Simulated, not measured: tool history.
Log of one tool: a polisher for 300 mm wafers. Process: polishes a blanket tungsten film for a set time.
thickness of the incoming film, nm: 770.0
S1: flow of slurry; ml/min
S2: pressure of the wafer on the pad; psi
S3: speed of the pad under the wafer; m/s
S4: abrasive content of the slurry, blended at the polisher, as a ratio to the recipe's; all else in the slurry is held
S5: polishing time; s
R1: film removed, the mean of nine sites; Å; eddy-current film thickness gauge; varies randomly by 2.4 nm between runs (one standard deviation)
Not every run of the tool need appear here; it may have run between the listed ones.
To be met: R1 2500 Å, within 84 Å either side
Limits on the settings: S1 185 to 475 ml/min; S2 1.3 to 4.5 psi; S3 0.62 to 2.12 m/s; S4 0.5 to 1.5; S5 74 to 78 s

run  hour   S1   S2    S3   S4  S5      R1
  1     0  305  2.9  1.36    1  74  3622.1
  2   6.3  305  2.9  1.36    1  78    3697
  3  12.8  305  2.9  1.36  1.1  78  3851.1
  4    16  305  2.9  1.36    1  78  3695.3
  5  19.4  305  2.6  1.36    1  78    3497
  6  21.1  305  2.2  1.34    1  78  3006.5
  7  24.5  305    2  1.34    1  78  2777.1
  8  25.5  305  1.9  1.34    1  78  2681.6
  9  32.2  305  1.8  1.34    1  78  2589.7

5 next moves are on the table. One of them brings every result within its allowed miss. Which?
  A  38.9  275  1.8  1.22  0.95  77   ?
  B  38.9  240  1.7  1.48  0.95  78   ?
  C  38.9  310  1.4  1.34  1.05  78   ?
  D  38.9  245  1.7  1.28   1.2  74   ?
  E  38.9  300  1.9  1.24  0.95  78   ?

move      R1
   A  2327.8
   B  2691.5
   C  2248.2
   D  2321.4
   E  2510.1
A: takes the result that was furthest off past its target
B: further off than the last run
C: takes the result that was furthest off past its target
D: takes the result that was furthest off past its target
E: all results in spec
The move that meets every target is E.

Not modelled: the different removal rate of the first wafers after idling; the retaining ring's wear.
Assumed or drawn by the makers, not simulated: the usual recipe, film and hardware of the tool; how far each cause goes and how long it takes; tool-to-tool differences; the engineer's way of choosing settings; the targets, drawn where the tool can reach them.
